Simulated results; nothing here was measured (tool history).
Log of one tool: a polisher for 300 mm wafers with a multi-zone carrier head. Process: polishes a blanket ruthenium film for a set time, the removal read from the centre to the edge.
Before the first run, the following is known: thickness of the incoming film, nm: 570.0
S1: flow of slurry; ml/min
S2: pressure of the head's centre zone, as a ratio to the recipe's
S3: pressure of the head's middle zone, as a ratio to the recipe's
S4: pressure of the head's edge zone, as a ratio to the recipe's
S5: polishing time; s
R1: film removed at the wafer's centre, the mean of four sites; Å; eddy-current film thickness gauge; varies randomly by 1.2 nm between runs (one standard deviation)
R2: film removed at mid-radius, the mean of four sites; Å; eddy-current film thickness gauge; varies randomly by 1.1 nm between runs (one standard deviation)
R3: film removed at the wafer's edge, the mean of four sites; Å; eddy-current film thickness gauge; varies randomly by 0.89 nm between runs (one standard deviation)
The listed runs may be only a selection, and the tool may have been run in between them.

| run | hour | S1 | S2 | S3 | S4 | S5 | R1 | R2 | R3 |
|---|---|---|---|---|---|---|---|---|---|
| 1 | 0 | 255 | 1 | 1 | 1 | 43 | 516.53 | 518.38 | 520.54 |
| 2 | 1.6 | 205 | 1 | 1 | 1 | 43 | 520.06 | 512.72 | 508.31 |
| 3 | 3 | 205 | 1 | 0.95 | 1 | 43 | 508.17 | 489.8 | 503.34 |
| 4 | 10.4 | 205 | 1 | 0.95 | 1 | 51 | 597.14 | 566.8 | 616.33 |
| 5 | 14.7 | 200 | 1.04 | 1 | 0.98 | 52 | 633.92 | 615.35 | 606.62 |
| 6 | 19.1 | 200 | 1.04 | 1 | 0.98 | 45 | 557.61 | 522.81 | 527.02 |
| 7 | 24.7 | 195 | 1.07 | 1.03 | 0.96 | 48 | 613.54 | 562.23 | 565.6 |
|  | 30.9 | worn pad replaced by a new one |
| 8 | 30.9 | 190 | 1.09 | 1.07 | 0.93 | 51 | 722.66 | 717.76 | 669.19 |
| 9 | 36.1 | 260 | 1.19 | 1.03 | 0.83 | 51 | 828.11 | 705.41 | 633.37 |

What will run 10 give?
| 10 | 41.5 | 255 | 1.19 | 1.04 | 0.84 | 52 | ? | ? | ? |

R1: 829.66 Å
R2: 719.06 Å
R3: 654.74 Å
